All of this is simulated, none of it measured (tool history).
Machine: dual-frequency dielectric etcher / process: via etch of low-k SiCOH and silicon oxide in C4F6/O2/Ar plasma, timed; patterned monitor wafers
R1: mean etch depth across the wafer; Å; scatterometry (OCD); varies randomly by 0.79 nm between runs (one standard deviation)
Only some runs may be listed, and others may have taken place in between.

{"run": 1, "hour": 0.0, "source power (W)": 410, "bias power (W)": 254, "etch time (s)": 66, "R1": 2012.3}
{"run": 2, "hour": 2.7, "source power (W)": 410, "bias power (W)": 254, "etch time (s)": 69, "R1": 2100.4}
{"run": 3, "hour": 6.5, "source power (W)": 410, "bias power (W)": 293, "etch time (s)": 69, "R1": 2230.4}
{"run": 4, "hour": 10.2, "source power (W)": 360, "bias power (W)": 275, "etch time (s)": 69, "R1": 2033.3}
{"run": 5, "hour": 11.9, "source power (W)": 410, "bias power (W)": 275, "etch time (s)": 69, "R1": 2184.7}
{"run": 6, "hour": 20.1, "source power (W)": 410, "bias power (W)": 248, "etch time (s)": 69, "R1": 2099.2}
{"run": 7, "hour": 22.7, "source power (W)": 370, "bias power (W)": 246, "etch time (s)": 69, "R1": 1977.3}
{"run": 8, "hour": 31.3, "source power (W)": 350, "bias power (W)": 245, "etch time (s)": 69, "R1": 1916.5}
{"run": 9, "hour": 36.1, "source power (W)": 340, "bias power (W)": 244, "etch time (s)": 69, "R1": 1890.7}
{"run": 10, "hour": 40.4, "source power (W)": 330, "bias power (W)": 243, "etch time (s)": 69, "R1": 1852.9}

Run 11, settings as shown, results not yet in. Your forecast:
{"run": 11, "hour": 45.1, "source power (W)": 330, "bias power (W)": 243, "etch time (s)": 69, "R1": "?"}

{"run 11": {"R1": 1850.8}}

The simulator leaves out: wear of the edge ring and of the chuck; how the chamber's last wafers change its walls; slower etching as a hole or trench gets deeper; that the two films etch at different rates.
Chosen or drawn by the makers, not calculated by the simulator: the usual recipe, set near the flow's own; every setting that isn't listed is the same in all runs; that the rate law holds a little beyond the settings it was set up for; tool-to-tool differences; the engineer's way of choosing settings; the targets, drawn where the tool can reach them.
